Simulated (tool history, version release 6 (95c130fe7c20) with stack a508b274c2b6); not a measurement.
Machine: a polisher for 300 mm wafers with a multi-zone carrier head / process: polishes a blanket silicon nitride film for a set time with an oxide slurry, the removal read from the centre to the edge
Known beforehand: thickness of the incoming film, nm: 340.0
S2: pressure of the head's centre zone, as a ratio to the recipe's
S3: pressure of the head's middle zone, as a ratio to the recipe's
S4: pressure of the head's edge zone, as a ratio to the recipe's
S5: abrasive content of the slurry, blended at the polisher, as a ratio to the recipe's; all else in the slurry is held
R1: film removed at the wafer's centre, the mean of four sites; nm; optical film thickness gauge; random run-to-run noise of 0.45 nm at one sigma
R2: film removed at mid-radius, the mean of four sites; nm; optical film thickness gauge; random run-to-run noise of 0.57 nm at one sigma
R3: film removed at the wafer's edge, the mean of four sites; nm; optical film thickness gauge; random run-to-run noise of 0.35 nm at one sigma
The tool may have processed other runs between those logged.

Run 1, day 0.000: flow of slurry (ml/min) 185, S2 1.00, S3 1.00, S4 1.00, S5 1.00, polishing time (s) 61. Result: R1 32.138 nm, R2 32.079 nm, R3 33.072 nm.
Run 2, day 0.233: flow of slurry (ml/min) 185, S2 1.00, S3 1.00, S4 1.00, S5 1.20, polishing time (s) 61. Result: R1 33.926 nm, R2 34.911 nm, R3 35.362 nm.
Run 3, day 0.350: flow of slurry (ml/min) 205, S2 1.05, S3 0.98, S4 1.02, S5 1.25, polishing time (s) 64. Result: R1 39.128 nm, R2 36.684 nm, R3 38.145 nm.
Run 4, day 0.638: flow of slurry (ml/min) 205, S2 1.05, S3 0.98, S4 1.02, S5 1.40, polishing time (s) 64. Result: R1 40.452 nm, R2 37.990 nm, R3 40.089 nm.
Run 5, day 0.767: flow of slurry (ml/min) 215, S2 1.08, S3 0.99, S4 1.05, S5 1.40, polishing time (s) 67. Result: R1 43.960 nm, R2 40.971 nm, R3 43.386 nm.
Run 6, day 1.075: flow of slurry (ml/min) 215, S2 1.08, S3 0.99, S4 1.05, S5 1.25, polishing time (s) 67. Result: R1 42.484 nm, R2 38.769 nm, R3 40.613 nm.

The next listed run, before its measurement:
At day 1.275: slurry nozzle cleaned.
Run 7, day 1.275: flow of slurry (ml/min) 225, S2 1.11, S3 0.99, S4 1.07, S5 1.30, polishing time (s) 69. Result: R1 ?, R2 ?, R3 ?.

R1: 46.861 nm
R2: 41.730 nm
R3: 44.507 nm

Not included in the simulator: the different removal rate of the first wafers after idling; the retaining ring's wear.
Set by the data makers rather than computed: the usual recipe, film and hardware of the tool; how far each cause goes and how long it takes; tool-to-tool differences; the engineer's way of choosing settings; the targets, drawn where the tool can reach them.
